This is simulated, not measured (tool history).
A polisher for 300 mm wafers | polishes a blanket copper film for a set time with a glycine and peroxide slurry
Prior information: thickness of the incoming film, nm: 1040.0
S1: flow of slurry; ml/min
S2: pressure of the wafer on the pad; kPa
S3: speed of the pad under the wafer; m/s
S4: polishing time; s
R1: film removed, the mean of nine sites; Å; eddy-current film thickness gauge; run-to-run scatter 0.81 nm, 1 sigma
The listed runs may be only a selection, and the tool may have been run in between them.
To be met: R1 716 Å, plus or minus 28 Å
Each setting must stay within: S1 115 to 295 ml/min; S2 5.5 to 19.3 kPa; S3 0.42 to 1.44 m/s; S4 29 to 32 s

| run | hour | S1 | S2 | S3 | S4 | R1 |
|---|---|---|---|---|---|---|
| 1 | 0 | 190 | 12.4 | 0.92 | 32 | 1038.1 |
| 2 | 0.9 | 190 | 11 | 0.92 | 32 | 957.9 |
| 3 | 4.7 | 190 | 12.4 | 0.92 | 32 | 1027.7 |
| 4 | 10.7 | 190 | 11 | 0.9 | 32 | 945.37 |
| 5 | 15 | 190 | 10.3 | 0.9 | 32 | 883.41 |
| 6 | 17.6 | 190 | 9.7 | 0.9 | 32 | 859.02 |
| 7 | 25.3 | 190 | 9 | 0.9 | 32 | 822.28 |
| 8 | 31 | 190 | 8.3 | 0.9 | 32 | 790.14 |

Consider the 4 candidate settings below. Which is the only one whose results all fall within their allowed miss of target?
| A | 36.7 | 185 | 8.3 | 0.72 | 31 | ? |
| B | 36.7 | 185 | 6.9 | 0.88 | 31 | ? |
| C | 36.7 | 160 | 7.6 | 0.88 | 32 | ? |
| D | 36.7 | 175 | 6.2 | 1.1 | 29 | ? |

| move | R1 |
|---|---|
| A | 653.62 |
| B | 659.45 |
| C | 705.73 |
| D | 656.4 |
A: pushes the last run's worst result past its target
B: pushes the last run's worst result past its target
C: hits every target within its allowed miss
D: pushes the last run's worst result past its target
The move that meets every target is C.
